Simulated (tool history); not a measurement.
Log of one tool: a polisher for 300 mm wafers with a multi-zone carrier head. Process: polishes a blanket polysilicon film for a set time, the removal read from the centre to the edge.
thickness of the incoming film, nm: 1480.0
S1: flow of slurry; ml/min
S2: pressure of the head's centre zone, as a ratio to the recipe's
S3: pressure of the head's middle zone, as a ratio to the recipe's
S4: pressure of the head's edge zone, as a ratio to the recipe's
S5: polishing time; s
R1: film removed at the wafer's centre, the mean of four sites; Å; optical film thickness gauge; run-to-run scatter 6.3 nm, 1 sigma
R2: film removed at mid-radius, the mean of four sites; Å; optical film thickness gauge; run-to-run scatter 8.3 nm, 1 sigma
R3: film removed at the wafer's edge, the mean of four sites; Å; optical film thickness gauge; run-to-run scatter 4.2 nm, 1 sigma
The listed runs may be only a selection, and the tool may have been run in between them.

run,hour,S1,S2,S3,S4,S5,R1,R2,R3
1,0.0,300,1.00,1.00,1.00,48,6163.3,6219.8,6159.5
2,6.6,310,1.00,1.04,1.00,48,6065.0,6331.5,6025.5
3,14.5,310,0.95,1.04,1.00,48,5770.7,6375.5,6116.6
4,16.5,315,0.96,1.07,1.01,49,5937.0,6656.1,6313.4
5,21.8,315,0.96,1.07,1.01,42,5121.7,5759.2,5334.0
6,28.8,325,0.97,1.10,1.01,44,5547.8,6131.0,5610.0
7,30.2,330,0.97,1.12,1.00,45,5619.0,6476.1,5797.3

Run 8 is up next; what results do you expect?
8,30.8,340,0.98,1.14,1.00,46,?,?,?

Run 8 produced R1 5832.2 Å, R2 6591.8 Å, R3 5852.6 Å.
